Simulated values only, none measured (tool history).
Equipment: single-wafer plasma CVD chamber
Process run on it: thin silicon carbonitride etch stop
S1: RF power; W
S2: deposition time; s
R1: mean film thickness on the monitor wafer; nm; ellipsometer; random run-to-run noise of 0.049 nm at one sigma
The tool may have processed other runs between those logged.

{"run": 1, "hour": 0.0, "S1": 180, "S2": 22.6, "R1": 11.17}
{"run": 2, "hour": 4.3, "S1": 170, "S2": 21.3, "R1": 10.234}
{"run": 3, "hour": 12.7, "S1": 155, "S2": 21.3, "R1": 9.7545}
{"run": 4, "hour": 21.5, "S1": 150, "S2": 20.9, "R1": 9.3795}
{"run": 5, "hour": 22.5, "S1": 150, "S2": 17.7, "R1": 7.9302}
{"run": 6, "hour": 24.2, "S1": 130, "S2": 17.7, "R1": 7.3494}
{"run": 7, "hour": 29.4, "S1": 140, "S2": 17.8, "R1": 7.6873}
{"run": 8, "hour": 35.9, "S1": 145, "S2": 17.9, "R1": 7.9044}
{"run": 9, "hour": 40.0, "S1": 150, "S2": 18, "R1": 8.1461}

Predict the results of run 10:
{"run": 10, "hour": 42.7, "S1": 150, "S2": 18, "R1": "?"}

Logged for run 10: R1 8.1255 nm.
